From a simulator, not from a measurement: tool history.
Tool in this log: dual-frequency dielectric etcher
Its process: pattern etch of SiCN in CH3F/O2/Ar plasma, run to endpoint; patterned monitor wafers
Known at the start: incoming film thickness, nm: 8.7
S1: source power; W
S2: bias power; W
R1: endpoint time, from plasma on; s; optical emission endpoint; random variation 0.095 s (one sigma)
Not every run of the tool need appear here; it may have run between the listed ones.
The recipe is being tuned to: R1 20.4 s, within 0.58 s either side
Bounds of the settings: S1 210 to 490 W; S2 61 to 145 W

{"run": 1, "hour": 0.0, "S1": 350, "S2": 103, "R1": 23.904}
{"run": 2, "hour": 4.1, "S1": 350, "S2": 114, "R1": 22.4}
{"run": 3, "hour": 12.5, "S1": 360, "S2": 115, "R1": 22.151}
{"run": 4, "hour": 14.8, "S1": 330, "S2": 115, "R1": 22.782}
{"run": 5, "hour": 19.6, "S1": 360, "S2": 115, "R1": 22.011}
{"hour": 24.8, "done": "bias power generator calibrated"}
{"run": 6, "hour": 24.8, "S1": 300, "S2": 115, "R1": 23.087}
{"run": 7, "hour": 25.6, "S1": 310, "S2": 117, "R1": 22.674}
{"run": 8, "hour": 30.7, "S1": 310, "S2": 117, "R1": 22.71}
{"run": 9, "hour": 33.3, "S1": 320, "S2": 118, "R1": 22.273}

Pick the move, out of 5, that brings all results within their allowed miss; only one does.
{"run": "A", "hour": 35.9, "S1": 350, "S2": 99, "R1": "?"}
{"run": "B", "hour": 35.9, "S1": 320, "S2": 124, "R1": "?"}
{"run": "C", "hour": 35.9, "S1": 340, "S2": 145, "R1": "?"}
{"run": "D", "hour": 35.9, "S1": 320, "S2": 100, "R1": "?"}
{"run": "E", "hour": 35.9, "S1": 300, "S2": 144, "R1": "?"}

move=A R1=23.722
move=B R1=21.737
move=C R1=19.506
move=D R1=24.485
move=E R1=20.601
A: misses by more than the last run did
B: nearer the targets than the last run, but a result is still out of spec
C: moves the result that the last run missed by most past its target, out the other side
D: misses by more than the last run did
E: all results in spec
The move that meets every target is E.
